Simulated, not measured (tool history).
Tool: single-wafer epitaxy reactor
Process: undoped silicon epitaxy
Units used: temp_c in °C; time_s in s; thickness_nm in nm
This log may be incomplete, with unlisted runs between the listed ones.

| run | hour | temp_c | time_s | thickness_nm |
|---|---|---|---|---|
| 1 | 0.0 | 630 | 498 | 51.631 |
| 2 | 1.3 | 628 | 498 | 49.236 |
| 3 | 4.0 | 636 | 498 | 59.063 |
| 4 | 8.4 | 636 | 522 | 61.620 |
| 5 | 15.9 | 636 | 579 | 68.514 |
| 6 | 16.9 | 633 | 576 | 64.381 |
| 7 | 24.1 | 630 | 572 | 59.602 |
| 8 | 33.2 | 627 | 568 | 55.246 |
| 9 | 38.8 | 625 | 565 | 52.112 |
| 10 | 44.0 | 623 | 564 | 49.725 |
| 11 | 47.2 | 621 | 563 | 47.874 |
| 12 | 54.4 | 619 | 561 | 45.162 |
| 13 | 58.8 | 617 | 561 | 42.923 |
| 14 | 61.9 | 616 | 561 | 42.298 |

Forecast run 15:
| 15 | 68.5 | 615 | 560 | ? |

{"run 15": {"thickness_nm": 41.472}}

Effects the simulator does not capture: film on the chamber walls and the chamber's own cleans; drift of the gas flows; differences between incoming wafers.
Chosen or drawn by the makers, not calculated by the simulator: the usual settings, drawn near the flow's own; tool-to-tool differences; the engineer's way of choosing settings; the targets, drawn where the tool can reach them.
